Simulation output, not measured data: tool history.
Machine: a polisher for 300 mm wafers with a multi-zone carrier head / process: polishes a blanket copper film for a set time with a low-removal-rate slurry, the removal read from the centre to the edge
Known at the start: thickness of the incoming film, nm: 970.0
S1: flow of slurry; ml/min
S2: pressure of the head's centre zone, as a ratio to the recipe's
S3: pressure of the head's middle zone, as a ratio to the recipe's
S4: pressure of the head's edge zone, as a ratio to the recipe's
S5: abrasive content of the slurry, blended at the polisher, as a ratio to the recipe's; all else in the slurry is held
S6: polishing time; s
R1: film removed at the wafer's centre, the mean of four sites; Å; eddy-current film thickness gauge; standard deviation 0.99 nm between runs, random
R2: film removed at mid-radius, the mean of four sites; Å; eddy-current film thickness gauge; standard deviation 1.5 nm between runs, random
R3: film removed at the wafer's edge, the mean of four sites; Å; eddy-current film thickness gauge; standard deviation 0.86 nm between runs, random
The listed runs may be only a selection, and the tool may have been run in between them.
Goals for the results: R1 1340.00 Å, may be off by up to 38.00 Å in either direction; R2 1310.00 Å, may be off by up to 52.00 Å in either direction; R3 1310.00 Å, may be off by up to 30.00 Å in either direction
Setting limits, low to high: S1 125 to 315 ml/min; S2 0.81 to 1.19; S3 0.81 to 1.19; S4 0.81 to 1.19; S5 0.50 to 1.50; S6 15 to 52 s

Run 1, hour 0.0: S1 205 ml/min, S2 1.00, S3 1.00, S4 1.00, S5 1.00, S6 33 s. Result: R1 953.71 Å, R2 898.50 Å, R3 927.55 Å.
Run 2, hour 7.6: S1 210 ml/min, S2 1.01, S3 1.02, S4 1.02, S5 1.05, S6 34 s. Result: R1 1010.00 Å, R2 952.29 Å, R3 982.06 Å.
Run 3, hour 9.6: S1 215 ml/min, S2 1.02, S3 1.04, S4 1.04, S5 1.10, S6 34 s. Result: R1 1020.60 Å, R2 981.76 Å, R3 999.18 Å.
Run 4, hour 11.0: S1 220 ml/min, S2 1.03, S3 1.05, S4 1.06, S5 1.15, S6 35 s. Result: R1 1057.20 Å, R2 1023.00 Å, R3 1040.80 Å.
Run 5, hour 13.7: S1 250 ml/min, S2 1.03, S3 1.05, S4 1.06, S5 1.15, S6 35 s. Result: R1 1093.40 Å, R2 1026.10 Å, R3 1053.20 Å.
Run 6, hour 16.5: S1 250 ml/min, S2 0.99, S3 1.05, S4 1.06, S5 1.15, S6 35 s. Result: R1 1057.60 Å, R2 1062.10 Å, R3 1050.30 Å.
Run 7, hour 25.4: S1 250 ml/min, S2 1.00, S3 1.06, S4 1.07, S5 1.20, S6 36 s. Result: R1 1094.80 Å, R2 1102.30 Å, R3 1101.60 Å.
Run 8, hour 30.1: S1 255 ml/min, S2 1.01, S3 1.07, S4 1.08, S5 1.25, S6 36 s. Result: R1 1123.00 Å, R2 1140.50 Å, R3 1112.90 Å.
Run 9, hour 32.5: S1 255 ml/min, S2 1.02, S3 1.07, S4 1.09, S5 1.30, S6 36 s. Result: R1 1116.00 Å, R2 1143.90 Å, R3 1124.80 Å.
Run 10, hour 39.1: S1 260 ml/min, S2 1.03, S3 1.07, S4 1.10, S5 1.35, S6 36 s. Result: R1 1162.20 Å, R2 1139.40 Å, R3 1136.60 Å.
Run 11, hour 43.8: S1 260 ml/min, S2 1.03, S3 1.07, S4 1.11, S5 1.35, S6 36 s. Result: R1 1145.80 Å, R2 1122.90 Å, R3 1133.40 Å.
Run 12, hour 48.6: S1 260 ml/min, S2 1.04, S3 1.08, S4 1.12, S5 1.35, S6 36 s. Result: R1 1154.20 Å, R2 1135.90 Å, R3 1139.20 Å.
Run 13, hour 50.3: S1 260 ml/min, S2 1.04, S3 1.08, S4 1.13, S5 1.35, S6 36 s. Result: R1 1163.70 Å, R2 1155.80 Å, R3 1159.30 Å.
Run 14, hour 58.2: S1 260 ml/min, S2 1.05, S3 1.08, S4 1.14, S5 1.35, S6 36 s. Result: R1 1164.70 Å, R2 1107.90 Å, R3 1158.20 Å.
Run 15, hour 65.4: S1 260 ml/min, S2 1.05, S3 1.09, S4 1.14, S5 1.35, S6 36 s. Result: R1 1173.10 Å, R2 1159.80 Å, R3 1168.60 Å.
Run 16, hour 68.0: S1 260 ml/min, S2 1.06, S3 1.10, S4 1.15, S5 1.35, S6 36 s. Result: R1 1178.80 Å, R2 1146.80 Å, R3 1171.10 Å.
Run 17, hour 70.7: S1 260 ml/min, S2 1.07, S3 1.11, S4 1.15, S5 1.35, S6 36 s. Result: R1 1187.50 Å, R2 1145.70 Å, R3 1158.00 Å.

Consider the 4 candidate settings below. Which is the only one whose results all fall within their allowed miss of target?
Run A, hour 73.4: S1 255 ml/min, S2 1.12, S3 1.15, S4 1.10, S5 1.35, S6 39 s. Result: R1 ?, R2 ?, R3 ?.
Run B, hour 73.4: S1 290 ml/min, S2 1.19, S3 1.19, S4 1.01, S5 1.50, S6 40 s. Result: R1 ?, R2 ?, R3 ?.
Run C, hour 73.4: S1 295 ml/min, S2 1.18, S3 1.13, S4 1.06, S5 1.35, S6 39 s. Result: R1 ?, R2 ?, R3 ?.
Run D, hour 73.4: S1 290 ml/min, S2 1.09, S3 1.14, S4 1.19, S5 1.00, S6 41 s. Result: R1 ?, R2 ?, R3 ?.

move       R1       R2       R3
   A  1322.30  1308.10  1234.90
   B  1467.50  1425.20  1247.50
   C  1400.10  1309.00  1227.30
   D  1323.70  1324.40  1307.60
A: closes in on the targets versus the last run, not all within tolerance yet
B: closes in on the targets versus the last run, not all within tolerance yet
C: closes in on the targets versus the last run, not all within tolerance yet
D: every result within its allowed miss
Correct choice: D, which meets every target
